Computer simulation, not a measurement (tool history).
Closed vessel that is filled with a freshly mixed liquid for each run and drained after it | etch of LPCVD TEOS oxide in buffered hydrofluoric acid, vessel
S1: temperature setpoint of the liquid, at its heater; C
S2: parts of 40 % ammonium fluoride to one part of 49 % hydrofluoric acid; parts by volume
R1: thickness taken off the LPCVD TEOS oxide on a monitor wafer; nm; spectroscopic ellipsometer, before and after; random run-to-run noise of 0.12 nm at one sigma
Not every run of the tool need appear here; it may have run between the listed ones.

Run 1, hour 0.0: S1 20.0 C, S2 24.0 parts by volume, time in the liquid (s) 30. Result: R1 24.812 nm.
Run 2, hour 5.6: S1 19.0 C, S2 25.0 parts by volume, time in the liquid (s) 30. Result: R1 23.325 nm.
Run 3, hour 12.3: S1 18.5 C, S2 26.5 parts by volume, time in the liquid (s) 30. Result: R1 21.601 nm.
Run 4, hour 20.9: S1 18.5 C, S2 20.0 parts by volume, time in the liquid (s) 30. Result: R1 26.299 nm.
Run 5, hour 22.8: S1 18.0 C, S2 22.5 parts by volume, time in the liquid (s) 30. Result: R1 23.879 nm.
Run 6, hour 28.1: S1 17.5 C, S2 24.5 parts by volume, time in the liquid (s) 30. Result: R1 21.696 nm.

The next listed run, before its measurement:
At hour 30.7: thermometer replaced.
Run 7, hour 30.7: S1 17.0 C, S2 28.0 parts by volume, time in the liquid (s) 30. Result: R1 ?.

{"run 7": {"R1": 17.414}}
